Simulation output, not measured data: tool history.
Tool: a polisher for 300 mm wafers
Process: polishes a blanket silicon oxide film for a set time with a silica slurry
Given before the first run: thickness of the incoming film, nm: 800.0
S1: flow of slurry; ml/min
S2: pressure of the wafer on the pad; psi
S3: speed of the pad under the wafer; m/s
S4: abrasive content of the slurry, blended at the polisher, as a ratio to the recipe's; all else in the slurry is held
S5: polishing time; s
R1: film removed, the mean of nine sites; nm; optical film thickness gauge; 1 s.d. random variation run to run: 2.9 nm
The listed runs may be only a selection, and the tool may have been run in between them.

run	hour	S1	S2	S3	S4	S5	R1
1	0	215	5.2	1.5	1	37	212.06
2	2.3	215	5.2	1.5	0.8	37	181.9
3	9.1	160	5.2	1.5	0.8	37	174.83
4	18	130	5.2	1.5	0.8	37	171.63
5	25.6	145	5.8	1.58	0.8	37	201.54
6	29.8	160	6.3	1.64	0.8	37	229.12
7	36.1	170	6.7	1.7	0.8	37	251.33
8	45.1	180	7	1.76	0.8	37	274.17
9	49.4	185	7.2	1.82	0.8	37	288.47
10	58.1	190	7.4	1.88	0.8	37	299.84
11	64.5	190	7.5	1.96	0.8	37	317.07
12	71.1	190	7.6	2.02	0.8	37	331.45
13	75	190	7.7	2.06	0.8	37	338.38
14	80.4	195	7.8	2.1	0.8	37	348.53
15	88.5	195	7.9	2.14	0.8	37	361.23

Predict the results of run 16:
16	95.8	195	7.9	2.16	0.8	37	?

Logged for run 16: R1 364.89 nm.
